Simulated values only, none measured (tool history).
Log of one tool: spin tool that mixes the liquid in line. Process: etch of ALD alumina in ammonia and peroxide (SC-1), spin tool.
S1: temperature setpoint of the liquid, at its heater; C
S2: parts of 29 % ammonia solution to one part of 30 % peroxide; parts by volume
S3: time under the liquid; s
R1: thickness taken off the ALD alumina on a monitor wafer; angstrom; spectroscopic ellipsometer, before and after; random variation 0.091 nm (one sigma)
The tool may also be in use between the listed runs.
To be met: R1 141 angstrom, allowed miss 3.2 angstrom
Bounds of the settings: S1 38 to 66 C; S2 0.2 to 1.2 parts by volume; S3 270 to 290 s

{"run": 1, "hour": 0.0, "S1": 50, "S2": 0.85, "S3": 270, "R1": 184.54}
{"run": 2, "hour": 4.0, "S1": 48.5, "S2": 0.85, "S3": 270, "R1": 171.45}
{"run": 3, "hour": 7.8, "S1": 48.5, "S2": 0.85, "S3": 270, "R1": 169.95}
{"run": 4, "hour": 15.5, "S1": 48.5, "S2": 0.85, "S3": 290, "R1": 183.4}
{"run": 5, "hour": 16.4, "S1": 54.5, "S2": 0.85, "S3": 290, "R1": 255.46}
{"run": 6, "hour": 17.2, "S1": 54.5, "S2": 0.85, "S3": 270, "R1": 236.38}
{"run": 7, "hour": 17.8, "S1": 46.5, "S2": 0.8, "S3": 270, "R1": 152.35}
{"run": 8, "hour": 24.7, "S1": 46, "S2": 0.8, "S3": 270, "R1": 146.91}

Which of these 4 next moves meets every target?
{"run": "A", "hour": 31.6, "S1": 45, "S2": 0.7, "S3": 290, "R1": "?"}
{"run": "B", "hour": 31.6, "S1": 45.5, "S2": 0.75, "S3": 270, "R1": "?"}
{"run": "C", "hour": 31.6, "S1": 44, "S2": 1, "S3": 270, "R1": "?"}
{"run": "D", "hour": 31.6, "S1": 44.5, "S2": 0.6, "S3": 270, "R1": "?"}

move=A R1=147.6
move=B R1=142.32
move=C R1=134.29
move=D R1=131.61
A: further off than the last run
B: meets every target
C: takes the result that was furthest off past its target
D: takes the result that was furthest off past its target
Answer: B
